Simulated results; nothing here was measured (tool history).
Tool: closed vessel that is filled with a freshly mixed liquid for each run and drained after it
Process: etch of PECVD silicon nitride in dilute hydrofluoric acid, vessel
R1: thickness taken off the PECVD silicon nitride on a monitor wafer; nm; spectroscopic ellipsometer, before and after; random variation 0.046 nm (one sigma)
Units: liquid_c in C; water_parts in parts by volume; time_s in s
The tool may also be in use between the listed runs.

run 1 hour=0.0 | liquid_c=21.0 water_parts=145 time_s=740 | R1=16.1550
run 2 hour=6.8 | liquid_c=19.5 water_parts=175 time_s=735 | R1=12.2230
run 3 hour=10.0 | liquid_c=19.5 water_parts=155 time_s=735 | R1=13.8690
run 4 hour=16.6 | liquid_c=19.5 water_parts=155 time_s=740 | R1=13.7530
run 5 hour=19.5 | liquid_c=19.5 water_parts=200 time_s=740 | R1=10.7870
run 6 hour=22.0 | liquid_c=18.5 water_parts=220 time_s=730 | R1=9.0969

Run 7 comes next. What will it give?
run 7 hour=24.0 | liquid_c=18.0 water_parts=230 time_s=710 | R1=?

Run 7 gave R1 8.1380 nm.
